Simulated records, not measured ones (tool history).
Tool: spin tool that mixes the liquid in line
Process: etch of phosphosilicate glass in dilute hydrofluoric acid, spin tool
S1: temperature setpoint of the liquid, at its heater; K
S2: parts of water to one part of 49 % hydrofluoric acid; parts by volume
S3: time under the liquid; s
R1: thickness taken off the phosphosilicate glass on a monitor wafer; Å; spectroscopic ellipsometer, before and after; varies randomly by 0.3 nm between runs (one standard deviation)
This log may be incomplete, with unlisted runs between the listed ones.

run 1 hour=0 | S1=296.15 S2=145 S3=15 | R1=140.65
run 2 hour=7.3 | S1=297.15 S2=135 S3=15 | R1=156.65
run 3 hour=11.8 | S1=297.15 S2=175 S3=15 | R1=116.62
run 4 hour=17.3 | S1=297.15 S2=210 S3=15 | R1=92.004
run 5 hour=25.3 | S1=300.65 S2=210 S3=15 | R1=104.7
run 6 hour=31.6 | S1=297.15 S2=210 S3=15 | R1=92.541
-- hour=39.6 hydrofluoric acid flow meter replaced
run 7 hour=39.6 | S1=297.65 S2=195 S3=15 | R1=113.38
run 8 hour=46.5 | S1=298.15 S2=180 S3=15 | R1=127.4
run 9 hour=53.4 | S1=298.65 S2=170 S3=15 | R1=137.29
run 10 hour=61 | S1=299.15 S2=160 S3=15 | R1=152
run 11 hour=65.7 | S1=299.65 S2=150 S3=15 | R1=165.46

Predict the results of run 12:
run 12 hour=70.1 | S1=300.15 S2=140 S3=15 | R1=?

R1: 184.41 Å
